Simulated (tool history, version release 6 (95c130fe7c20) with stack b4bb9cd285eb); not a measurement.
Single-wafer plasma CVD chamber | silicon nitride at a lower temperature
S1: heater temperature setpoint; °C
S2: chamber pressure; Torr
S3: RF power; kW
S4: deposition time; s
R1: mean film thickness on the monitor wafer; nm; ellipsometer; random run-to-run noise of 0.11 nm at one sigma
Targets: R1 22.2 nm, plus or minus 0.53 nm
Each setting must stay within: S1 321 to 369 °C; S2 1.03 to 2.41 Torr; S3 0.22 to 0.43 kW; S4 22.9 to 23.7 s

run,day,S1,S2,S3,S4,R1
1,0,345,1.72,0.325,22.9,27.568
2,0.029,345,1.63,0.315,22.9,26.552
3,0.371,345,1.55,0.305,22.9,25.548
4,0.596,345,1.44,0.305,22.9,24.586
5,0.904,345,1.44,0.285,22.9,23.559
6,1.15,345,1.44,0.285,23.7,24.354
7,1.504,345,1.39,0.285,23.7,23.865
8,1.738,345,1.35,0.285,23.7,23.806
9,2.104,345,1.31,0.285,23.7,23.516
10,2.408,345,1.28,0.285,23.7,23.139
11,2.75,345,1.26,0.285,23.7,23.268
12,3.042,345,1.23,0.285,23.7,22.891

Consider the 5 candidate settings below. Which is the only one whose results all fall within their allowed miss of target?
A,3.333,352,1.15,0.32,23.2,?
B,3.333,348,1.27,0.31,22.9,?
C,3.333,350,1.09,0.315,23.7,?
D,3.333,349,1.17,0.305,23.7,?
E,3.333,352,1.13,0.29,23.7,?

move,R1
A,23.203
B,23.463
C,22.886
D,23.152
E,21.98
A: misses by more than the last run did
B: misses by more than the last run did
C: no better and no worse than the last run
D: misses by more than the last run did
E: each result inside its tolerance
Answer: E
